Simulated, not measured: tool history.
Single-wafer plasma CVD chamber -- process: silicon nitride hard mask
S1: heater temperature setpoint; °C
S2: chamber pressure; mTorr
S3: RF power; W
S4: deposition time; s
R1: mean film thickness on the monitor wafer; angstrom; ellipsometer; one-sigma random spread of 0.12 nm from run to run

Run 1, day 0.000: S1 420 °C, S2 1710 mTorr, S3 325 W, S4 47.9 s. Result: R1 611.27 angstrom.
Run 2, day 0.238: S1 420 °C, S2 1710 mTorr, S3 345 W, S4 47.9 s. Result: R1 628.23 angstrom.
Run 3, day 0.308: S1 411 °C, S2 1710 mTorr, S3 345 W, S4 47.9 s. Result: R1 633.44 angstrom.
Run 4, day 0.429: S1 411 °C, S2 1630 mTorr, S3 340 W, S4 47.9 s. Result: R1 619.74 angstrom.
Run 5, day 0.592: S1 411 °C, S2 1560 mTorr, S3 335 W, S4 47.9 s. Result: R1 605.71 angstrom.
Run 6, day 0.938: S1 411 °C, S2 1560 mTorr, S3 365 W, S4 47.9 s. Result: R1 624.77 angstrom.
Run 7, day 1.150: S1 411 °C, S2 1490 mTorr, S3 360 W, S4 47.9 s. Result: R1 614.55 angstrom.
Run 8, day 1.300: S1 411 °C, S2 1430 mTorr, S3 355 W, S4 47.9 s. Result: R1 602.62 angstrom.
Run 9, day 1.342: S1 411 °C, S2 1380 mTorr, S3 350 W, S4 47.9 s. Result: R1 593.73 angstrom.
Run 10, day 1.688: S1 411 °C, S2 1330 mTorr, S3 345 W, S4 47.9 s. Result: R1 582.15 angstrom.
Run 11, day 1.900: S1 411 °C, S2 1290 mTorr, S3 345 W, S4 47.9 s. Result: R1 576.86 angstrom.
Run 12, day 1.933: S1 411 °C, S2 1260 mTorr, S3 345 W, S4 47.9 s. Result: R1 570.75 angstrom.
Run 13, day 2.029: S1 411 °C, S2 1030 mTorr, S3 335 W, S4 47.9 s. Result: R1 523.32 angstrom.
Run 14, day 2.225: S1 411 °C, S2 1030 mTorr, S3 335 W, S4 47.9 s. Result: R1 523.81 angstrom.
Run 15, day 2.296: S1 411 °C, S2 1050 mTorr, S3 335 W, S4 47.9 s. Result: R1 526.60 angstrom.
Run 16, day 2.500: S1 411 °C, S2 1200 mTorr, S3 340 W, S4 47.9 s. Result: R1 555.52 angstrom.

Run 17 comes next. What will it give?
Run 17, day 2.604: S1 411 °C, S2 1190 mTorr, S3 340 W, S4 47.9 s. Result: R1 ?.

R1: 559.33 angstrom
